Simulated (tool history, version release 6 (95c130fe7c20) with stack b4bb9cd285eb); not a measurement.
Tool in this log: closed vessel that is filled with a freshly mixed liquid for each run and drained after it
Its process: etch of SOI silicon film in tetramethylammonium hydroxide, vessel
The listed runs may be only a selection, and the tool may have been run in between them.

| run | hour | temperature setpoint of the liquid (K) | concentration of hydroxide in the mixed liquid (% by weight) | time in the liquid (s) | thickness taken off the SOI silicon film on a monitor wafer (angstrom) |
|---|---|---|---|---|---|
| 1 | 0 | 344.15 | 12 | 95 | 6676 |
| 2 | 1.1 | 344.15 | 12 | 105 | 7347.3 |
| 3 | 5.8 | 344.15 | 12 | 95 | 6652.1 |
| 4 | 12.4 | 347.15 | 12 | 95 | 7899.9 |
| 5 | 17.3 | 348.65 | 12 | 95 | 8571.7 |
| 6 | 24.9 | 348.65 | 12 | 105 | 9542.2 |
| 7 | 31 | 349.15 | 12 | 105 | 9846.6 |
| 8 | 35.1 | 349.65 | 12 | 105 | 10101 |

The next listed run, before its measurement:
| 9 | 44 | 350.15 | 12 | 105 | ? |

{"run 9": {"thickness taken off the SOI silicon film on a monitor wafer (angstrom)": 10373}}

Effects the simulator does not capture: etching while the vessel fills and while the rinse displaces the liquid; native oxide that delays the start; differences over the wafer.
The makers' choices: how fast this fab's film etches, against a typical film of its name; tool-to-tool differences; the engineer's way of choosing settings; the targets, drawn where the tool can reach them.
